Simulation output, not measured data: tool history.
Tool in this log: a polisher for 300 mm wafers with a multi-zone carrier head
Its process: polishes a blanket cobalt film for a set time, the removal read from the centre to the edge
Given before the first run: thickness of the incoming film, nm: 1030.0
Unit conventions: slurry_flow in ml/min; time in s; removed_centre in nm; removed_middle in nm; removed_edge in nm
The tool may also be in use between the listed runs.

run 1 hour=0 | slurry_flow=165 centre_zone=1 middle_zone=1 edge_zone=1 time=79 | removed_centre=312.86 removed_middle=306.38 removed_edge=321.65
run 2 hour=7.4 | slurry_flow=180 centre_zone=1.05 middle_zone=1.01 edge_zone=1.04 time=83 | removed_centre=355.16 removed_middle=333.15 removed_edge=347.45
run 3 hour=10.5 | slurry_flow=190 centre_zone=1.08 middle_zone=1 edge_zone=1.08 time=86 | removed_centre=381.51 removed_middle=339.53 removed_edge=364.59
run 4 hour=13.3 | slurry_flow=190 centre_zone=1.14 middle_zone=1 edge_zone=1.08 time=86 | removed_centre=406.59 removed_middle=349.55 removed_edge=362.55
run 5 hour=16.4 | slurry_flow=200 centre_zone=1.14 middle_zone=1 edge_zone=1.11 time=88 | removed_centre=413.98 removed_middle=352.63 removed_edge=379.14
run 6 hour=25.3 | slurry_flow=205 centre_zone=1.15 middle_zone=1.01 edge_zone=1.13 time=90 | removed_centre=426.19 removed_middle=365.44 removed_edge=400.32
run 7 hour=33.4 | slurry_flow=215 centre_zone=1.16 middle_zone=1.02 edge_zone=1.14 time=90 | removed_centre=431.68 removed_middle=366 removed_edge=390.07

Run 8, settings as shown, results not yet in. Your forecast:
run 8 hour=37.3 | slurry_flow=215 centre_zone=1.16 middle_zone=1.02 edge_zone=1.15 time=92 | removed_centre=? removed_middle=? removed_edge=?

removed_centre: 449.73 nm
removed_middle: 382.11 nm
removed_edge: 403.86 nm
